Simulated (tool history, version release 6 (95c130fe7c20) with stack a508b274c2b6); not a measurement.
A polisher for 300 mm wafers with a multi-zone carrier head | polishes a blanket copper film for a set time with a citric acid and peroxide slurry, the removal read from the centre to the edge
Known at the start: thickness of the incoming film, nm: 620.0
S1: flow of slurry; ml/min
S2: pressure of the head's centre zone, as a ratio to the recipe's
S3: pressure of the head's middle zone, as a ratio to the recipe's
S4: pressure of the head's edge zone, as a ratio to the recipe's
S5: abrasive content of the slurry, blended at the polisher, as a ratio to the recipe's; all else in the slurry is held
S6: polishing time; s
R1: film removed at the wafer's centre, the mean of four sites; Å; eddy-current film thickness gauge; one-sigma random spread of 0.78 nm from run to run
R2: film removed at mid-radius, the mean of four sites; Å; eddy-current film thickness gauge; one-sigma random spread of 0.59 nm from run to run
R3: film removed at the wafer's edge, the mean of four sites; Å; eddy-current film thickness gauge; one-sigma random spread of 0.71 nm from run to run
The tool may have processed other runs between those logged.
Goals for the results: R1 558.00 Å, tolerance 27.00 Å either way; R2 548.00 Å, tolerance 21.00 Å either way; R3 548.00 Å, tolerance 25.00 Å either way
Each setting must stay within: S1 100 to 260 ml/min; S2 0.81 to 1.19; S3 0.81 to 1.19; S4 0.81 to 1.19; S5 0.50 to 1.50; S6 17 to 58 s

{"run": 1, "hour": 0.0, "S1": 165, "S2": 1.0, "S3": 1.0, "S4": 1.0, "S5": 1.0, "S6": 37, "R1": 659.49, "R2": 726.51, "R3": 710.43}
{"run": 2, "hour": 6.6, "S1": 165, "S2": 1.0, "S3": 1.0, "S4": 1.03, "S5": 1.0, "S6": 37, "R1": 669.8, "R2": 719.12, "R3": 733.5}
{"run": 3, "hour": 14.3, "S1": 165, "S2": 1.0, "S3": 0.98, "S4": 1.01, "S5": 0.95, "S6": 37, "R1": 647.13, "R2": 696.86, "R3": 699.36}
{"run": 4, "hour": 19.1, "S1": 160, "S2": 1.0, "S3": 0.96, "S4": 1.0, "S5": 0.95, "S6": 37, "R1": 638.92, "R2": 690.22, "R3": 704.92}
{"run": 5, "hour": 27.7, "S1": 160, "S2": 1.01, "S3": 0.95, "S4": 0.99, "S5": 0.9, "S6": 37, "R1": 641.22, "R2": 682.64, "R3": 690.85}
{"hour": 32.3, "done": "centre zone pressure recalibrated"}
{"run": 6, "hour": 32.3, "S1": 160, "S2": 1.02, "S3": 0.94, "S4": 0.98, "S5": 0.85, "S6": 37, "R1": 715.38, "R2": 647.16, "R3": 672.39}
{"run": 7, "hour": 37.5, "S1": 155, "S2": 1.01, "S3": 0.94, "S4": 0.97, "S5": 0.85, "S6": 37, "R1": 701.88, "R2": 651.03, "R3": 677.75}
{"run": 8, "hour": 38.7, "S1": 160, "S2": 0.97, "S3": 0.96, "S4": 0.91, "S5": 0.6, "S6": 31, "R1": 525.24, "R2": 512.83, "R3": 494.19}
{"run": 9, "hour": 47.7, "S1": 160, "S2": 0.97, "S3": 0.96, "S4": 0.91, "S5": 0.6, "S6": 31, "R1": 515.5, "R2": 498.75, "R3": 498.78}

Which one of the following 5 next-run settings gets every result inside its allowed miss? There is exactly one.
{"run": "A", "hour": 56.7, "S1": 150, "S2": 0.96, "S3": 0.93, "S4": 0.9, "S5": 0.7, "S6": 33, "R1": "?", "R2": "?", "R3": "?"}
{"run": "B", "hour": 56.7, "S1": 170, "S2": 0.96, "S3": 0.94, "S4": 0.91, "S5": 0.55, "S6": 28, "R1": "?", "R2": "?", "R3": "?"}
{"run": "C", "hour": 56.7, "S1": 115, "S2": 1.04, "S3": 1.01, "S4": 0.81, "S5": 0.75, "S6": 29, "R1": "?", "R2": "?", "R3": "?"}
{"run": "D", "hour": 56.7, "S1": 200, "S2": 0.95, "S3": 1.18, "S4": 0.83, "S5": 0.6, "S6": 28, "R1": "?", "R2": "?", "R3": "?"}
{"run": "E", "hour": 56.7, "S1": 155, "S2": 1.06, "S3": 0.93, "S4": 0.86, "S5": 0.5, "S6": 30, "R1": "?", "R2": "?", "R3": "?"}

move=A R1=552.82 R2=554.28 R3=547.18
move=B R1=450.98 R2=454.71 R3=444.07
move=C R1=497.50 R2=497.46 R3=445.47
move=D R1=472.50 R2=581.37 R3=444.15
move=E R1=508.80 R2=461.03 R3=445.18
A: all results in spec
B: its largest miss is bigger than the last run's
C: its largest miss is bigger than the last run's
D: takes the result that was furthest off past its target
E: its largest miss is bigger than the last run's
The right move is A.
